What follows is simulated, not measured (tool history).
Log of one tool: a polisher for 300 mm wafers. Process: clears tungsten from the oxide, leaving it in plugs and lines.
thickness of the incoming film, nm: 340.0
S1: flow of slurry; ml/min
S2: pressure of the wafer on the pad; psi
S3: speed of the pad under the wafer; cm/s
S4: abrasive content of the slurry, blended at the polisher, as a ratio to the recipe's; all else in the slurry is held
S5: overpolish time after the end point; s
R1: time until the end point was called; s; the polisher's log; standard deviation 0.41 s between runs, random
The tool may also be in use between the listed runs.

| run | day | S1 | S2 | S3 | S4 | S5 | R1 |
|---|---|---|---|---|---|---|---|
| 1 | 0.000 | 265 | 4.6 | 94 | 1.0 | 17 | 61.667 |
| 2 | 0.296 | 270 | 5.0 | 94 | 1.0 | 17 | 56.127 |
| 3 | 0.317 | 270 | 5.0 | 94 | 0.9 | 17 | 58.205 |
| 4 | 0.488 | 310 | 5.0 | 94 | 0.9 | 17 | 58.420 |
| 5 | 0.762 | 310 | 5.3 | 94 | 0.9 | 17 | 55.277 |
| 6 | 1.088 | 310 | 5.3 | 94 | 0.9 | 17 | 54.531 |

The next listed run, before its measurement:
|  | 1.433 | head pressure recalibrated |
| 7 | 1.433 | 310 | 5.5 | 94 | 0.9 | 17 | ? |

Logged for run 7: R1 57.881 s.

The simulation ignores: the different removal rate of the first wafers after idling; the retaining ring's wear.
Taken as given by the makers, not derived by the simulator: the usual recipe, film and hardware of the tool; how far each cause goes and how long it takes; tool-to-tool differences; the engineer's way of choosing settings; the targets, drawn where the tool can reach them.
